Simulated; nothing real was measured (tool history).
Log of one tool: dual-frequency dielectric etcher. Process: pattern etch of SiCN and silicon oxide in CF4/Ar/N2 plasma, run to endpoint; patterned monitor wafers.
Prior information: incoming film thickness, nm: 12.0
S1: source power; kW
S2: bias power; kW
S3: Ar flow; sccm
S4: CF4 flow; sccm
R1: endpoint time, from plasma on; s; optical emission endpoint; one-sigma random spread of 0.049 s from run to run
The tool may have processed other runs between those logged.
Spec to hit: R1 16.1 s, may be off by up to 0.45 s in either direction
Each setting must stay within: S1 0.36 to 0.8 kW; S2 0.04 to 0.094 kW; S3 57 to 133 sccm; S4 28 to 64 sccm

{"run": 1, "hour": 0.0, "S1": 0.58, "S2": 0.067, "S3": 95, "S4": 46, "R1": 12.882}
{"run": 2, "hour": 5.0, "S1": 0.58, "S2": 0.062, "S3": 95, "S4": 46, "R1": 13.206}
{"run": 3, "hour": 11.8, "S1": 0.58, "S2": 0.062, "S3": 82, "S4": 46, "R1": 13.006}
{"run": 4, "hour": 13.4, "S1": 0.54, "S2": 0.061, "S3": 82, "S4": 46, "R1": 13.928}
{"run": 5, "hour": 21.7, "S1": 0.54, "S2": 0.053, "S3": 82, "S4": 46, "R1": 14.572}
{"run": 6, "hour": 28.2, "S1": 0.54, "S2": 0.053, "S3": 82, "S4": 54, "R1": 14.185}
{"run": 7, "hour": 34.1, "S1": 0.52, "S2": 0.053, "S3": 82, "S4": 54, "R1": 14.634}
{"run": 8, "hour": 38.2, "S1": 0.5, "S2": 0.053, "S3": 82, "S4": 54, "R1": 15.216}
{"run": 9, "hour": 39.4, "S1": 0.49, "S2": 0.053, "S3": 82, "S4": 54, "R1": 15.538}

Pick the move, out of 5, that brings all results within their allowed miss; only one does.
{"run": "A", "hour": 40.6, "S1": 0.54, "S2": 0.043, "S3": 83, "S4": 57, "R1": "?"}
{"run": "B", "hour": 40.6, "S1": 0.47, "S2": 0.042, "S3": 75, "S4": 50, "R1": "?"}
{"run": "C", "hour": 40.6, "S1": 0.47, "S2": 0.04, "S3": 87, "S4": 63, "R1": "?"}
{"run": "D", "hour": 40.6, "S1": 0.47, "S2": 0.056, "S3": 83, "S4": 48, "R1": "?"}
{"run": "E", "hour": 40.6, "S1": 0.52, "S2": 0.048, "S3": 73, "S4": 47, "R1": "?"}

move=A R1=14.986
move=B R1=17.313
move=C R1=17.168
move=D R1=16.129
move=E R1=15.283
A: its largest miss is bigger than the last run's
B: pushes the last run's worst result past its target
C: pushes the last run's worst result past its target
D: every result within its allowed miss
E: its largest miss is bigger than the last run's
D is the move that brings every result within its allowed miss.
